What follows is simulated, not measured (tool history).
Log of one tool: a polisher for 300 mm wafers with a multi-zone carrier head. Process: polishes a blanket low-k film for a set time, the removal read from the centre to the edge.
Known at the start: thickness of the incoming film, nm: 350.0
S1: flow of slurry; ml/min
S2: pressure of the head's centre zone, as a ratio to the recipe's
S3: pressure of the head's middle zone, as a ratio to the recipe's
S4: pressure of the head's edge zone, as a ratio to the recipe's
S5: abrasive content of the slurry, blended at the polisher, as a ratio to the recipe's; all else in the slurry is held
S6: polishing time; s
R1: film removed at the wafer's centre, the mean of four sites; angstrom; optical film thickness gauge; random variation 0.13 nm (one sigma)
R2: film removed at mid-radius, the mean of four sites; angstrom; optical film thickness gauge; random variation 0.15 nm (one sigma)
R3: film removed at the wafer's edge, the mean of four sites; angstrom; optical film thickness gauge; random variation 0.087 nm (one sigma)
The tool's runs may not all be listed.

{"run": 1, "hour": 0.0, "S1": 305, "S2": 1.0, "S3": 1.0, "S4": 1.0, "S5": 1.0, "S6": 70, "R1": 172.57, "R2": 184.47, "R3": 174.92}
{"run": 2, "hour": 4.6, "S1": 310, "S2": 1.03, "S3": 0.97, "S4": 0.96, "S5": 0.85, "S6": 67, "R1": 153.09, "R2": 150.54, "R3": 150.51}
{"run": 3, "hour": 10.9, "S1": 280, "S2": 1.03, "S3": 0.97, "S4": 0.96, "S5": 0.85, "S6": 67, "R1": 154.28, "R2": 148.49, "R3": 150.46}
{"run": 4, "hour": 18.3, "S1": 280, "S2": 1.03, "S3": 0.97, "S4": 1.03, "S5": 0.85, "S6": 67, "R1": 151.89, "R2": 152.33, "R3": 154.99}
{"run": 5, "hour": 26.4, "S1": 280, "S2": 1.03, "S3": 0.97, "S4": 0.97, "S5": 0.85, "S6": 67, "R1": 149.69, "R2": 151.74, "R3": 152.39}
{"run": 6, "hour": 27.1, "S1": 320, "S2": 1.05, "S3": 0.99, "S4": 0.94, "S5": 0.75, "S6": 65, "R1": 142.13, "R2": 138.24, "R3": 134.18}
{"run": 7, "hour": 35.5, "S1": 325, "S2": 1.06, "S3": 0.99, "S4": 0.92, "S5": 0.7, "S6": 65, "R1": 136.86, "R2": 134.82, "R3": 127.91}
{"run": 8, "hour": 38.8, "S1": 330, "S2": 1.08, "S3": 0.98, "S4": 0.9, "S5": 0.65, "S6": 65, "R1": 131.82, "R2": 124.19, "R3": 120.84}
{"run": 9, "hour": 42.8, "S1": 335, "S2": 1.09, "S3": 0.98, "S4": 0.88, "S5": 0.65, "S6": 65, "R1": 133.0, "R2": 123.65, "R3": 117.91}

The next listed run, before its measurement:
{"run": 10, "hour": 48.0, "S1": 335, "S2": 1.09, "S3": 0.97, "S4": 0.87, "S5": 0.65, "S6": 65, "R1": "?", "R2": "?", "R3": "?"}

R1: 132.91 angstrom
R2: 122.12 angstrom
R3: 118.67 angstrom
